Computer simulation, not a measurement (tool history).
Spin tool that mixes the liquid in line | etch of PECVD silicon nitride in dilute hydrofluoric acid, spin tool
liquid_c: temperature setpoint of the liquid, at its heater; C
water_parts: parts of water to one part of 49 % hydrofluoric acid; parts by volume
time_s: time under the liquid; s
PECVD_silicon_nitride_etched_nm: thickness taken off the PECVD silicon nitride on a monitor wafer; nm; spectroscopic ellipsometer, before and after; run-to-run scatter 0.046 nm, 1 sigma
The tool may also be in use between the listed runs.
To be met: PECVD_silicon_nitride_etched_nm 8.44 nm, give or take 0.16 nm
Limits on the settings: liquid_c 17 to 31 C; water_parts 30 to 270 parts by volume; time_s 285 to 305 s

| run | hour | liquid_c | water_parts | time_s | PECVD_silicon_nitride_etched_nm |
|---|---|---|---|---|---|
| 1 | 0 | 23 | 150 | 285 | 10.311 |
| 2 | 7.5 | 22 | 150 | 285 | 9.6175 |
| 3 | 13.7 | 22 | 150 | 305 | 10.287 |
| 4 | 21.4 | 22 | 110 | 305 | 13.861 |
| 5 | 30.4 | 22 | 140 | 305 | 10.937 |
| 6 | 34.9 | 24.5 | 140 | 305 | 12.864 |
| 7 | 36.4 | 22.5 | 140 | 305 | 11.433 |
| 8 | 41.8 | 21 | 140 | 305 | 10.157 |
| 9 | 44.9 | 20.5 | 140 | 305 | 10.027 |
| 10 | 51.9 | 19.5 | 140 | 305 | 9.3722 |
| 11 | 58.3 | 19 | 140 | 305 | 8.9509 |
| 12 | 61.9 | 18.5 | 140 | 305 | 8.702 |

4 next moves are on the table. One of them brings every result within its allowed miss. Which?
| A | 65.5 | 17 | 115 | 285 | ? |
| B | 65.5 | 21 | 160 | 295 | ? |
| C | 65.5 | 17.5 | 125 | 300 | ? |
| D | 65.5 | 18 | 130 | 285 | ? |

| move | PECVD_silicon_nitride_etched_nm |
|---|---|
| A | 8.8675 |
| B | 8.7308 |
| C | 8.9138 |
| D | 8.4373 |
A: the biggest miss grows against the last run
B: the biggest miss grows against the last run
C: the biggest miss grows against the last run
D: every result within its allowed miss
The move that meets every target is D.
